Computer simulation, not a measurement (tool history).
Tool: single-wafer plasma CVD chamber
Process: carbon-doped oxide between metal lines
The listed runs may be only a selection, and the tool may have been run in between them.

| run | hour | heater temperature setpoint (°C) | chamber pressure (Torr) | RF power (kW) | deposition time (s) | mean film thickness on the monitor wafer (nm) |
|---|---|---|---|---|---|---|
| 1 | 0 | 365 | 5.31 | 0.5 | 33.1 | 165.31 |
| 2 | 7.8 | 365 | 5.31 | 0.475 | 33.1 | 159.9 |
| 3 | 14.3 | 363 | 5.52 | 0.475 | 33.1 | 160.99 |
| 4 | 19.2 | 361 | 5.74 | 0.48 | 33.1 | 163.62 |
| 5 | 24.3 | 359 | 5.91 | 0.485 | 33.1 | 165.75 |
| 6 | 31.9 | 358 | 6.05 | 0.485 | 33.1 | 166.73 |
| 7 | 34.2 | 357 | 6.17 | 0.485 | 33.1 | 167.43 |
| 8 | 37.6 | 356 | 6.28 | 0.485 | 33.1 | 168.11 |
| 9 | 40 | 355 | 6.38 | 0.485 | 33.1 | 168.39 |
| 10 | 46.3 | 354 | 6.48 | 0.485 | 33.1 | 168.59 |
| 11 | 53.6 | 353 | 6.58 | 0.485 | 33.1 | 170.03 |
| 12 | 61.4 | 352 | 6.65 | 0.485 | 33.1 | 169.85 |

What will run 13 give?
| 13 | 64.4 | 351 | 6.74 | 0.485 | 33.1 | ? |

Run 13 came out at mean film thickness on the monitor wafer (nm) 170.15.
